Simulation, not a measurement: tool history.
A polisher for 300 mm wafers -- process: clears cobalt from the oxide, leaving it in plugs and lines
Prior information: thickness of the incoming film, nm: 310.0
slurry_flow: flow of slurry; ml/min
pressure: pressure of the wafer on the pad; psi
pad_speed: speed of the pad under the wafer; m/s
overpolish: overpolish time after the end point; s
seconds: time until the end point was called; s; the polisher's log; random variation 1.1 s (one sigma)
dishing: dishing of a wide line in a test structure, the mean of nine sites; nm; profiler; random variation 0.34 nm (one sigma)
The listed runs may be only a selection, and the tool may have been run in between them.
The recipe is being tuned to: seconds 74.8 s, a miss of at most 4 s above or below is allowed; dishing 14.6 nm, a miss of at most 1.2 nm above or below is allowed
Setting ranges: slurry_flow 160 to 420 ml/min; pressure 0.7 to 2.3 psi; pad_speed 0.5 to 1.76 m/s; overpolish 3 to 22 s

Run 1, hour 0: slurry_flow 270 ml/min, pressure 1.5 psi, pad_speed 1.12 m/s, overpolish 11 s. Result: seconds 88.454 s, dishing 30.196 nm.
Run 2, hour 8.9: slurry_flow 270 ml/min, pressure 1.5 psi, pad_speed 1.12 m/s, overpolish 9 s. Result: seconds 85.204 s, dishing 25.965 nm.
Run 3, hour 16.5: slurry_flow 270 ml/min, pressure 1.5 psi, pad_speed 1.12 m/s, overpolish 7 s. Result: seconds 90.082 s, dishing 20.233 nm.
Run 4, hour 17.6: slurry_flow 270 ml/min, pressure 1.5 psi, pad_speed 1.12 m/s, overpolish 5 s. Result: seconds 86.228 s, dishing 15.743 nm.
Run 5, hour 21.1: slurry_flow 295 ml/min, pressure 1.5 psi, pad_speed 1.12 m/s, overpolish 5 s. Result: seconds 85.019 s, dishing 15.479 nm.
Run 6, hour 26.5: slurry_flow 295 ml/min, pressure 1.5 psi, pad_speed 1.12 m/s, overpolish 9 s. Result: seconds 86.924 s, dishing 25.46 nm.
Run 7, hour 28.3: slurry_flow 295 ml/min, pressure 1.5 psi, pad_speed 1.12 m/s, overpolish 8 s. Result: seconds 86.734 s, dishing 24.311 nm.
Run 8, hour 36.1: slurry_flow 275 ml/min, pressure 1.6 psi, pad_speed 1.12 m/s, overpolish 7 s. Result: seconds 82.515 s, dishing 22.285 nm.
Run 9, hour 44.3: slurry_flow 275 ml/min, pressure 1.6 psi, pad_speed 1.16 m/s, overpolish 6 s. Result: seconds 79.785 s, dishing 19.858 nm.
Run 10, hour 51.6: slurry_flow 275 ml/min, pressure 1.6 psi, pad_speed 1.18 m/s, overpolish 5 s. Result: seconds 77.476 s, dishing 17.296 nm.
Run 11, hour 52.9: slurry_flow 275 ml/min, pressure 1.6 psi, pad_speed 1.2 m/s, overpolish 3 s. Result: seconds 77.703 s, dishing 10.649 nm.
Run 12, hour 61: slurry_flow 280 ml/min, pressure 1.7 psi, pad_speed 1.18 m/s, overpolish 3 s. Result: seconds 75.145 s, dishing 10.989 nm.
Run 13, hour 63.5: slurry_flow 280 ml/min, pressure 1.7 psi, pad_speed 1.2 m/s, overpolish 3 s. Result: seconds 76.074 s, dishing 11.397 nm.
Run 14, hour 66.4: slurry_flow 280 ml/min, pressure 1.7 psi, pad_speed 1.22 m/s, overpolish 7 s. Result: seconds 72.812 s, dishing 23.922 nm.
Run 15, hour 72: slurry_flow 280 ml/min, pressure 1.7 psi, pad_speed 1.22 m/s, overpolish 6 s. Result: seconds 75.473 s, dishing 20.866 nm.
Run 16, hour 74.1: slurry_flow 280 ml/min, pressure 1.7 psi, pad_speed 1.22 m/s, overpolish 5 s. Result: seconds 73.45 s, dishing 18.101 nm.

4 candidate next runs follow, results not yet known. Just one meets every target within its allowed miss. Identify it.
Run A, hour 76.2: slurry_flow 250 ml/min, pressure 1.6 psi, pad_speed 1.1 m/s, overpolish 4 s. Result: seconds ?, dishing ?.
Run B, hour 76.2: slurry_flow 290 ml/min, pressure 1.7 psi, pad_speed 1.04 m/s, overpolish 4 s. Result: seconds ?, dishing ?.
Run C, hour 76.2: slurry_flow 295 ml/min, pressure 1.9 psi, pad_speed 1.1 m/s, overpolish 4 s. Result: seconds ?, dishing ?.
Run D, hour 76.2: slurry_flow 240 ml/min, pressure 1.5 psi, pad_speed 1.12 m/s, overpolish 4 s. Result: seconds ?, dishing ?.

move  seconds  dishing
   A   83.962   12.601
   B   83.685   12.639
   C   74.167   14.113
   D   86.323   12.283
A: the result that was furthest off in the last run now lies on the other side of its target
B: the result that was furthest off in the last run now lies on the other side of its target
C: all results land within tolerance of their targets
D: the result that was furthest off in the last run now lies on the other side of its target
The move that meets every target is C.
